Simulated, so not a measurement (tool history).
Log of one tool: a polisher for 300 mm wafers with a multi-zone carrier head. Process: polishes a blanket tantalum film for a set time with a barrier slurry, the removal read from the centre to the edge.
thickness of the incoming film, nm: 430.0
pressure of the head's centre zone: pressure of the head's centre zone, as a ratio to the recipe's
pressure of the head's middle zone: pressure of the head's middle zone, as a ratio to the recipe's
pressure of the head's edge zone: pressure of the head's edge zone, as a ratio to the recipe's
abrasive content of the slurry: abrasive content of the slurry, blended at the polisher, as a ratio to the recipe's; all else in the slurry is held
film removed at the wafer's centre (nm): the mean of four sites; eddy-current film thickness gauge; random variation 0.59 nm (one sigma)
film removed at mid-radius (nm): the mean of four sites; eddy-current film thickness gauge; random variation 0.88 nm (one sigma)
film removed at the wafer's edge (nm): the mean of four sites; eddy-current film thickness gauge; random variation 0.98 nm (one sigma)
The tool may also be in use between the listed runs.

run    day  flow of slurry (ml/min)  pressure of the head's centre zone  pressure of the head's middle zone  pressure of the head's edge zone  abrasive content of the slurry  polishing time (s)  film removed at the wafer's centre (nm)  film removed at mid-radius (nm)  film removed at the wafer's edge (nm)
  1      0                      125                                   1                                   1                                 1                               1                  58                                   79.055                           75.842                                 80.061
  2  0.079                      145                                0.98                                1.04                              1.06                            1.05                  58                                   81.357                           80.317                                 82.656
  3  0.412                      145                                0.95                                1.06                              1.08                             1.2                  59                                   82.137                           84.461                                 88.276
  4  0.517                      155                                0.93                                1.09                               1.1                             1.3                  59                                   82.254                           88.355                                 90.518
  5  0.692                      155                                0.93                                1.09                               1.1                             1.4                  59                                   83.342                           90.305                                 92.892
  6  0.729                      155                                0.93                                1.09                              1.14                             1.4                  59                                   83.624                           91.293                                 93.085

Forecast run 7:
  7  0.988                      160                                0.92                                 1.1                              1.15                            1.45                  59                                        ?                                ?                                      ?

{"run 7": {"film removed at the wafer's centre (nm)": 83.649, "film removed at mid-radius (nm)": 92.305, "film removed at the wafer's edge (nm)": 94.447}}
